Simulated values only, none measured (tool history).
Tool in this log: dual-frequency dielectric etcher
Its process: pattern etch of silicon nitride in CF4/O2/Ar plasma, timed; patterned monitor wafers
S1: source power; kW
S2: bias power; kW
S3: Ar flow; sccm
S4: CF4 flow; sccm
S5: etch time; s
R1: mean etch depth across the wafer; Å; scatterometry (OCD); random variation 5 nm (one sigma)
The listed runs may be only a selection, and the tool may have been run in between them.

run	hour	S1	S2	S3	S4	S5	R1
1	0.0	0.500	0.040	117	104	562.0	9927.7
2	5.1	0.510	0.040	117	104	562.0	10088.0
3	9.5	0.520	0.040	117	104	562.0	10161.0
4	13.7	0.530	0.040	117	104	562.0	10347.0
5	18.3	0.540	0.040	117	104	562.0	10570.0
6	19.2	0.540	0.040	117	94	562.0	10481.0
7	21.8	0.550	0.040	117	94	562.0	10640.0

Expected results for the next run?
8	27.0	0.650	0.042	115	95	562.5	?

Run 8 yielded R1 12341.0 Å.
